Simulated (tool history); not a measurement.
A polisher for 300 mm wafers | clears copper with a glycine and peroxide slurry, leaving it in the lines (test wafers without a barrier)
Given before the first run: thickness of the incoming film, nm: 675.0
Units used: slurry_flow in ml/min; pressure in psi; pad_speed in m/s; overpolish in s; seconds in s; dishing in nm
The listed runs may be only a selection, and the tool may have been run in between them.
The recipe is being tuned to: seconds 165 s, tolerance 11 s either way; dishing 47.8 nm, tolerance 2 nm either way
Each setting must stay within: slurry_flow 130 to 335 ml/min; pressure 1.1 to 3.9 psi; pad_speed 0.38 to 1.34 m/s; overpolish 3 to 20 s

Run 1, hour 0: slurry_flow 215 ml/min, pressure 2.5 psi, pad_speed 0.86 m/s, overpolish 10 s. Result: seconds 128.36 s, dishing 35.097 nm.
Run 2, hour 3.1: slurry_flow 270 ml/min, pressure 2.5 psi, pad_speed 0.86 m/s, overpolish 10 s. Result: seconds 127.79 s, dishing 35.821 nm.
Run 3, hour 5: slurry_flow 270 ml/min, pressure 2.3 psi, pad_speed 0.84 m/s, overpolish 12 s. Result: seconds 139.91 s, dishing 39.633 nm.
Run 4, hour 6.4: slurry_flow 270 ml/min, pressure 2.2 psi, pad_speed 0.84 m/s, overpolish 13 s. Result: seconds 142.22 s, dishing 41.386 nm.
Run 5, hour 11.9: slurry_flow 270 ml/min, pressure 2.2 psi, pad_speed 0.72 m/s, overpolish 13 s. Result: seconds 160.53 s, dishing 37.407 nm.
Run 6, hour 19: slurry_flow 270 ml/min, pressure 2.2 psi, pad_speed 0.72 m/s, overpolish 10 s. Result: seconds 157.94 s, dishing 30.834 nm.
Run 7, hour 27.2: slurry_flow 270 ml/min, pressure 2.2 psi, pad_speed 0.72 m/s, overpolish 12 s. Result: seconds 160.5 s, dishing 35.267 nm.
Run 8, hour 35.8: slurry_flow 270 ml/min, pressure 2.2 psi, pad_speed 0.72 m/s, overpolish 13 s. Result: seconds 153.84 s, dishing 37.859 nm.
Run 9, hour 39.2: slurry_flow 270 ml/min, pressure 2.1 psi, pad_speed 0.74 m/s, overpolish 14 s. Result: seconds 156.03 s, dishing 39.632 nm.

5 next moves are on the table. One of them brings every result within its allowed miss. Which?
Run A, hour 42.6: slurry_flow 300 ml/min, pressure 1.8 psi, pad_speed 0.82 m/s, overpolish 18 s. Result: seconds ?, dishing ?.
Run B, hour 42.6: slurry_flow 270 ml/min, pressure 2.2 psi, pad_speed 0.88 m/s, overpolish 15 s. Result: seconds ?, dishing ?.
Run C, hour 42.6: slurry_flow 235 ml/min, pressure 2.1 psi, pad_speed 0.92 m/s, overpolish 15 s. Result: seconds ?, dishing ?.
Run D, hour 42.6: slurry_flow 270 ml/min, pressure 2.2 psi, pad_speed 0.82 m/s, overpolish 11 s. Result: seconds ?, dishing ?.
Run E, hour 42.6: slurry_flow 280 ml/min, pressure 2 psi, pad_speed 0.76 m/s, overpolish 16 s. Result: seconds ?, dishing ?.

move  seconds  dishing
   A   162.09   48.683
   B   136.71   48.321
   C   138.38   47.709
   D   144.27   35.675
   E   161.59   44.569
A: in spec on every target
B: the furthest-off result lands on target, but another misses its tolerance
C: the furthest-off result lands on target, but another misses its tolerance
D: its largest miss is bigger than the last run's
E: closer than the last run, but not yet in spec
The move that meets every target is A.

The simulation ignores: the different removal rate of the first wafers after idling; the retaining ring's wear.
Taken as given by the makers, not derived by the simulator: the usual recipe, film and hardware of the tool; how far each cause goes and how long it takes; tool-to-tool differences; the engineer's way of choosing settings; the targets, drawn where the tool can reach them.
